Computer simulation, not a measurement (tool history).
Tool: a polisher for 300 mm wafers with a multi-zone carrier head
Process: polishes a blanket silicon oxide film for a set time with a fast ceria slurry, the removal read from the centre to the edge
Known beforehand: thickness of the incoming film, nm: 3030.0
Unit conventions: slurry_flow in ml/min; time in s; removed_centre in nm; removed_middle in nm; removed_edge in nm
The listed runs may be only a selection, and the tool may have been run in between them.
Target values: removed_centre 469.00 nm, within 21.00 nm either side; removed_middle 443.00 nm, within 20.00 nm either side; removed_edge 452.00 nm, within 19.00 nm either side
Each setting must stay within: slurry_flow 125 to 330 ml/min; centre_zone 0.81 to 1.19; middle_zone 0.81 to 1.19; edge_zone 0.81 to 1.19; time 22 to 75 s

run  hour  slurry_flow  centre_zone  middle_zone  edge_zone  time  removed_centre  removed_middle  removed_edge
  1   0.0          210         1.00         1.00       1.00    48          701.89          718.50        709.51
  2   5.9          175         1.00         1.00       1.00    48          698.39          701.74        700.84
  3   7.5          175         1.00         0.99       0.99    46          671.60          665.89        668.98
  4   9.3          175         1.00         0.99       0.99    34          490.54          495.90        491.72
  5  15.5          175         1.00         0.93       0.99    34          487.45          480.66        495.15
  6  16.1          175         1.00         0.93       0.98    34          481.63          480.67        491.77
  7  21.6          175         1.01         0.93       0.97    34          498.89          479.91        485.01
  8  28.5          175         1.01         0.92       0.97    34          488.81          484.27        491.72

Below are 4 possible settings for the next run. Only one of them brings all results inside the allowed miss of their targets. Which is it?
  A  35.4          250         0.81         0.95       1.01    36               ?               ?             ?
  B  35.4          185         0.94         0.97       0.95    36               ?               ?             ?
  C  35.4          185         1.03         0.93       0.97    31               ?               ?             ?
  D  35.4          140         1.11         0.83       1.19    33               ?               ?             ?

move  removed_centre  removed_middle  removed_edge
   A          458.59          545.06        548.38
   B          496.26          530.05        517.37
   C          461.18          446.25        450.08
   D          496.70          428.24        513.90
A: its largest miss is bigger than the last run's
B: its largest miss is bigger than the last run's
C: meets every target
D: its largest miss is bigger than the last run's
Answer: C
